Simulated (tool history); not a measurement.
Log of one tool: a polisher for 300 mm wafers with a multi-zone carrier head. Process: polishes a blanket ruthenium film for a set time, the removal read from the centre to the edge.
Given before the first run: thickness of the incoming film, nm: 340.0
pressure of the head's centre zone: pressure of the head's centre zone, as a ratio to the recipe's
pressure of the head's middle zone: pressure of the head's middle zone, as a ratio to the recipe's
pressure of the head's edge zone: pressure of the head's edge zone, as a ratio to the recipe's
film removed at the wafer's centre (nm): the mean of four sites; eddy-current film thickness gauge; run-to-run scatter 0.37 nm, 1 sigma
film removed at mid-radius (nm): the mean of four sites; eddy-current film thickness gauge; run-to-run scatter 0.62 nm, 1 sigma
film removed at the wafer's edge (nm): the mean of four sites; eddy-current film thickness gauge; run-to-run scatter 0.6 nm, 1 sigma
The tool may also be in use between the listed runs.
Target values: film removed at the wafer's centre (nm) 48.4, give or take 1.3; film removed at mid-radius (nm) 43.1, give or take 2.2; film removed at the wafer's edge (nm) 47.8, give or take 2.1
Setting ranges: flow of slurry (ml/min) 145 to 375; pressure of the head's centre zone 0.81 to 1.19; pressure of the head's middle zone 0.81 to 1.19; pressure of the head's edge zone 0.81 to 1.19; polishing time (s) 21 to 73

| run | hour | flow of slurry (ml/min) | pressure of the head's centre zone | pressure of the head's middle zone | pressure of the head's edge zone | polishing time (s) | film removed at the wafer's centre (nm) | film removed at mid-radius (nm) | film removed at the wafer's edge (nm) |
|---|---|---|---|---|---|---|---|---|---|
| 1 | 0 | 240 | 1 | 1 | 1 | 47 | 38.942 | 39.015 | 39.097 |
| 2 | 4.9 | 240 | 1 | 1 | 0.97 | 47 | 38.905 | 38.731 | 38.467 |
| 3 | 12.8 | 195 | 1 | 1 | 0.97 | 47 | 37.78 | 37.834 | 37.715 |
| 4 | 14.2 | 215 | 1.03 | 0.99 | 1.03 | 49 | 40.674 | 39.999 | 41.521 |
| 5 | 20.7 | 240 | 1.06 | 0.98 | 1.06 | 50 | 42.369 | 41.561 | 43.558 |
| 6 | 28.5 | 240 | 0.99 | 0.98 | 1.06 | 50 | 41.106 | 41.463 | 43.317 |
| 7 | 35.3 | 255 | 1.04 | 0.96 | 1.07 | 51 | 43.088 | 40.272 | 44.381 |
| 8 | 39.8 | 265 | 1.08 | 0.97 | 1.08 | 52 | 45.398 | 41.872 | 46.22 |
| 9 | 47.8 | 275 | 1.1 | 0.98 | 1.08 | 52 | 46.216 | 43.663 | 45.593 |

Which one of the following 5 next-run settings gets every result inside its allowed miss? There is exactly one.
| A | 55.8 | 355 | 1 | 0.96 | 1.12 | 60 | ? | ? | ? |
| B | 55.8 | 250 | 1.08 | 1 | 1.08 | 59 | ? | ? | ? |
| C | 55.8 | 275 | 1.1 | 1.07 | 1.12 | 54 | ? | ? | ? |
| D | 55.8 | 325 | 1.15 | 0.89 | 1.19 | 56 | ? | ? | ? |
| E | 55.8 | 265 | 1.11 | 0.96 | 1.11 | 54 | ? | ? | ? |

| move | film removed at the wafer's centre (nm) | film removed at mid-radius (nm) | film removed at the wafer's edge (nm) |
|---|---|---|---|
| A | 51.362 | 50.221 | 54.848 |
| B | 51.512 | 49.514 | 51.718 |
| C | 48.292 | 48.443 | 48.469 |
| D | 52.505 | 43.665 | 52.505 |
| E | 48.377 | 44.037 | 48.199 |
A: takes the result that was furthest off past its target
B: takes the result that was furthest off past its target
C: meets the target for the result that was furthest off, but another lies outside its allowed miss
D: takes the result that was furthest off past its target
E: every result lands within tolerance
So the answer is move E, the one that meets all the targets.

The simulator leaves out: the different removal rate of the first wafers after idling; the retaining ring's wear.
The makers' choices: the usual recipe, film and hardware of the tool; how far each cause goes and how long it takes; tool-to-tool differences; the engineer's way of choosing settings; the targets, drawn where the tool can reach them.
